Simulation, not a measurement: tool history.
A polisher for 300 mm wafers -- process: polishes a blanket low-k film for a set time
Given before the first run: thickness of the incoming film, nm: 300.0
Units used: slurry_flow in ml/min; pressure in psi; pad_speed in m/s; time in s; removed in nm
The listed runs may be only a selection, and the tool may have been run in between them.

run    day  slurry_flow  pressure  pad_speed  slurry_solids  time  removed
  1  0.000          125       1.3       1.00           1.00    25   6.4086
  2  0.092          125       1.3       1.00           1.15    25   6.7875
  3  0.262          125       1.2       1.00           1.15    25   6.5722
  4  0.417          125       1.1       0.98           1.15    25   6.0542
  5  0.500          110       1.1       0.98           1.15    25   5.9630
  6  0.542          110       1.0       0.96           1.15    25   5.5999
  7  0.683          110       0.9       0.94           1.15    25   5.2382

What will run 8 give?
  8  0.942          110       0.9       0.92           1.15    25        ?

removed: 5.0195 nm
